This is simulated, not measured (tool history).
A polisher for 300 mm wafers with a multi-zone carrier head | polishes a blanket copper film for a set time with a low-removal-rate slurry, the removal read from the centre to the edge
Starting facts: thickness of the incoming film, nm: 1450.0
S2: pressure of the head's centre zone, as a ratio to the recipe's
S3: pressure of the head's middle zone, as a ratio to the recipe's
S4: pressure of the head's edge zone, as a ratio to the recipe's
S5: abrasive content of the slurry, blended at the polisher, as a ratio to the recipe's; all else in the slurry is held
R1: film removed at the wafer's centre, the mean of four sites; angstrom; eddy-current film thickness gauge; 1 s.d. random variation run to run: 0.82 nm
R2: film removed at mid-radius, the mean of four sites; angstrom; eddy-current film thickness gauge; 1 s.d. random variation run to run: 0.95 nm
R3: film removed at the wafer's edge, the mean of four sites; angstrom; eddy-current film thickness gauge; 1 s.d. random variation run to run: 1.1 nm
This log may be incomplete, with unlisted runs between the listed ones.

Run 1, hour 0: flow of slurry (ml/min) 305, S2 1, S3 1, S4 1, S5 1, polishing time (s) 50. Result: R1 1492.9 angstrom, R2 1502.7 angstrom, R3 1526.2 angstrom.
Run 2, hour 1.8: flow of slurry (ml/min) 305, S2 1, S3 1, S4 1, S5 1, polishing time (s) 43. Result: R1 1295.6 angstrom, R2 1281.9 angstrom, R3 1278.4 angstrom.
Run 3, hour 9.7: flow of slurry (ml/min) 305, S2 1, S3 1, S4 1, S5 1.2, polishing time (s) 43. Result: R1 1366.7 angstrom, R2 1379.1 angstrom, R3 1367.2 angstrom.
Run 4, hour 17.8: flow of slurry (ml/min) 305, S2 0.94, S3 1, S4 1, S5 1.2, polishing time (s) 43. Result: R1 1289.7 angstrom, R2 1353.3 angstrom, R3 1356.4 angstrom.
Run 5, hour 21.7: flow of slurry (ml/min) 305, S2 0.92, S3 1, S4 0.97, S5 1, polishing time (s) 41. Result: R1 1136.2 angstrom, R2 1230.9 angstrom, R3 1193 angstrom.
Run 6, hour 24.5: flow of slurry (ml/min) 305, S2 0.92, S3 1.07, S4 0.97, S5 1, polishing time (s) 41. Result: R1 1129.8 angstrom, R2 1292.4 angstrom, R3 1211.8 angstrom.
Run 7, hour 26.7: flow of slurry (ml/min) 305, S2 0.91, S3 1.03, S4 0.94, S5 0.85, polishing time (s) 40. Result: R1 1042.8 angstrom, R2 1180.9 angstrom, R3 1119.5 angstrom.

Run 8 comes next. What will it give?
Run 8, hour 34.6: flow of slurry (ml/min) 310, S2 0.92, S3 1.01, S4 0.91, S5 0.75, polishing time (s) 38. Result: R1 ?, R2 ?, R3 ?.

{"run 8": {"R1": 963.05, "R2": 1045.6, "R3": 1002.6}}
